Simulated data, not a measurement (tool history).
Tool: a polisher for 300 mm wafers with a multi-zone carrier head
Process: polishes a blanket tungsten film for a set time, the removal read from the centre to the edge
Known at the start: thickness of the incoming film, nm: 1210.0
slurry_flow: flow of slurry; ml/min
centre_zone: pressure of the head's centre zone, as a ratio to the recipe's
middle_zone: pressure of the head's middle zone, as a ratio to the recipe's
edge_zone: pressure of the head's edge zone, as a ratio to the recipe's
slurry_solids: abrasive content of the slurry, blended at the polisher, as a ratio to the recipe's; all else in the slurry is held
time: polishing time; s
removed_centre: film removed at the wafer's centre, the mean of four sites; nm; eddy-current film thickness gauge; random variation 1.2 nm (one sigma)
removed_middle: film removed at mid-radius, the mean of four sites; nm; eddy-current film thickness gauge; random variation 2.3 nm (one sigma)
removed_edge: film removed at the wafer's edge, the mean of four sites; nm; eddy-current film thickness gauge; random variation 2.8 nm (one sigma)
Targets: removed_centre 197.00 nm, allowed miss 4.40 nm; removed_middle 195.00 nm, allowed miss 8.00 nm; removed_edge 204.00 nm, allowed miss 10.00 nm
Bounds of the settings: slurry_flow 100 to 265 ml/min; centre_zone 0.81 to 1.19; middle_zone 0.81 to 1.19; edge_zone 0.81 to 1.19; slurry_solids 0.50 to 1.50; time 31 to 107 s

Run 1, hour 0.0: slurry_flow 170 ml/min, centre_zone 1.00, middle_zone 1.00, edge_zone 1.00, slurry_solids 1.00, time 69 s. Result: removed_centre 334.48 nm, removed_middle 332.64 nm, removed_edge 327.33 nm.
Run 2, hour 3.8: slurry_flow 170 ml/min, centre_zone 1.00, middle_zone 1.00, edge_zone 1.00, slurry_solids 0.80, time 69 s. Result: removed_centre 317.07 nm, removed_middle 321.57 nm, removed_edge 320.74 nm.
Run 3, hour 6.4: slurry_flow 170 ml/min, centre_zone 1.00, middle_zone 1.00, edge_zone 0.96, slurry_solids 0.80, time 69 s. Result: removed_centre 320.35 nm, removed_middle 325.80 nm, removed_edge 308.60 nm.
Run 4, hour 10.9: slurry_flow 170 ml/min, centre_zone 1.05, middle_zone 1.00, edge_zone 0.96, slurry_solids 0.80, time 69 s. Result: removed_centre 331.06 nm, removed_middle 325.12 nm, removed_edge 306.62 nm.
Run 5, hour 19.1: slurry_flow 170 ml/min, centre_zone 1.05, middle_zone 1.00, edge_zone 1.04, slurry_solids 0.80, time 69 s. Result: removed_centre 331.94 nm, removed_middle 320.78 nm, removed_edge 315.69 nm.
Run 6, hour 27.5: slurry_flow 165 ml/min, centre_zone 1.03, middle_zone 0.98, edge_zone 1.02, slurry_solids 0.75, time 63 s. Result: removed_centre 289.91 nm, removed_middle 284.63 nm, removed_edge 290.22 nm.
Run 7, hour 35.1: slurry_flow 160 ml/min, centre_zone 1.03, middle_zone 0.96, edge_zone 0.99, slurry_solids 0.70, time 58 s. Result: removed_centre 263.63 nm, removed_middle 254.86 nm, removed_edge 253.09 nm.
Run 8, hour 36.8: slurry_flow 150 ml/min, centre_zone 1.00, middle_zone 0.93, edge_zone 0.97, slurry_solids 0.65, time 57 s. Result: removed_centre 246.74 nm, removed_middle 232.47 nm, removed_edge 238.83 nm.
Run 9, hour 38.2: slurry_flow 140 ml/min, centre_zone 0.96, middle_zone 0.92, edge_zone 0.94, slurry_solids 0.60, time 57 s. Result: removed_centre 227.04 nm, removed_middle 222.58 nm, removed_edge 231.81 nm.
Run 10, hour 46.5: slurry_flow 135 ml/min, centre_zone 0.94, middle_zone 0.91, edge_zone 0.91, slurry_solids 0.60, time 57 s. Result: removed_centre 221.69 nm, removed_middle 220.96 nm, removed_edge 223.57 nm.
Run 11, hour 48.0: slurry_flow 110 ml/min, centre_zone 0.87, middle_zone 0.81, edge_zone 0.87, slurry_solids 0.50, time 56 s. Result: removed_centre 185.57 nm, removed_middle 180.35 nm, removed_edge 197.28 nm.

Which of these 4 next moves meets every target?
Run A, hour 49.5: slurry_flow 100 ml/min, centre_zone 0.88, middle_zone 0.81, edge_zone 0.89, slurry_solids 0.55, time 56 s. Result: removed_centre ?, removed_middle ?, removed_edge ?.
Run B, hour 49.5: slurry_flow 135 ml/min, centre_zone 0.91, middle_zone 0.88, edge_zone 0.90, slurry_solids 0.55, time 53 s. Result: removed_centre ?, removed_middle ?, removed_edge ?.
Run C, hour 49.5: slurry_flow 130 ml/min, centre_zone 0.90, middle_zone 0.92, edge_zone 0.81, slurry_solids 0.50, time 52 s. Result: removed_centre ?, removed_middle ?, removed_edge ?.
Run D, hour 49.5: slurry_flow 125 ml/min, centre_zone 0.95, middle_zone 0.94, edge_zone 0.84, slurry_solids 0.60, time 54 s. Result: removed_centre ?, removed_middle ?, removed_edge ?.

move  removed_centre  removed_middle  removed_edge
   A          185.72          176.39        205.26
   B          199.09          194.29        206.64
   C          187.97          192.29        188.40
   D          209.57          208.91        204.89
A: as far off as the last run
B: meets every target
C: nearer than the last run, and not there yet
D: takes the result that was furthest off past its target
The right move is B.
